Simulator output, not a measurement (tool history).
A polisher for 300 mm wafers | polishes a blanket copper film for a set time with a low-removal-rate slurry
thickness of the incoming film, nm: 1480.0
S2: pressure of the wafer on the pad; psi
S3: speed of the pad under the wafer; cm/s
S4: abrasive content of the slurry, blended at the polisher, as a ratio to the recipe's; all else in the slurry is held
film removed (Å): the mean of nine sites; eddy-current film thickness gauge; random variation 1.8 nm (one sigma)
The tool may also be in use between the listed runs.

Run 1, hour 0.0: flow of slurry (ml/min) 255, S2 3.1 psi, S3 140 cm/s, S4 1.00, polishing time (s) 22. Result: film removed (Å) 1063.00.
Run 2, hour 4.2: flow of slurry (ml/min) 255, S2 3.2 psi, S3 140 cm/s, S4 1.00, polishing time (s) 22. Result: film removed (Å) 1136.20.
Run 3, hour 13.2: flow of slurry (ml/min) 255, S2 2.6 psi, S3 140 cm/s, S4 1.00, polishing time (s) 22. Result: film removed (Å) 929.32.
Run 4, hour 21.0: flow of slurry (ml/min) 255, S2 2.6 psi, S3 140 cm/s, S4 0.85, polishing time (s) 22. Result: film removed (Å) 886.73.
Run 5, hour 27.4: flow of slurry (ml/min) 255, S2 2.6 psi, S3 140 cm/s, S4 0.85, polishing time (s) 22. Result: film removed (Å) 898.38.
Run 6, hour 30.4: flow of slurry (ml/min) 230, S2 2.6 psi, S3 140 cm/s, S4 0.85, polishing time (s) 22. Result: film removed (Å) 865.83.
Run 7, hour 36.5: flow of slurry (ml/min) 240, S2 2.8 psi, S3 140 cm/s, S4 0.85, polishing time (s) 22. Result: film removed (Å) 965.53.
Run 8, hour 41.1: flow of slurry (ml/min) 240, S2 3.0 psi, S3 140 cm/s, S4 0.85, polishing time (s) 22. Result: film removed (Å) 1021.90.

Forecast run 9:
Run 9, hour 42.3: flow of slurry (ml/min) 240, S2 3.1 psi, S3 140 cm/s, S4 0.85, polishing time (s) 22. Result: film removed (Å) ?.

Run 9 gave film removed (Å) 1050.40.
